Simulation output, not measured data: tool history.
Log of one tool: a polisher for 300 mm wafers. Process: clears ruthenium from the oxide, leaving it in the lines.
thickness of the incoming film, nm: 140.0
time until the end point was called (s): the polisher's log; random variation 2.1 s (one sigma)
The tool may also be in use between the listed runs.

run  hour  flow of slurry (ml/min)  pressure of the wafer on the pad (psi)  speed of the pad under the wafer (m/s)  overpolish time after the end point (s)  time until the end point was called (s)
  1   0.0                      265                                     1.9                                    1.06                                       22                                   108.32
  2   4.2                      195                                     1.9                                    1.06                                       22                                   114.45
  3   8.8                      195                                     1.6                                    1.06                                       22                                   134.37
  4   9.4                      195                                     2.0                                    1.06                                       22                                   111.92
  5  11.5                      190                                     1.8                                    1.06                                       22                                   122.15
  6  16.7                      190                                     1.7                                    1.06                                       22                                   127.30
  7  22.3                      190                                     1.6                                    1.06                                       22                                   131.83
  8  23.0                      190                                     1.5                                    1.06                                       22                                   141.17

The next listed run, before its measurement:
  9  28.7                      190                                     1.3                                    1.06                                       22                                        ?

time until the end point was called (s): 165.49

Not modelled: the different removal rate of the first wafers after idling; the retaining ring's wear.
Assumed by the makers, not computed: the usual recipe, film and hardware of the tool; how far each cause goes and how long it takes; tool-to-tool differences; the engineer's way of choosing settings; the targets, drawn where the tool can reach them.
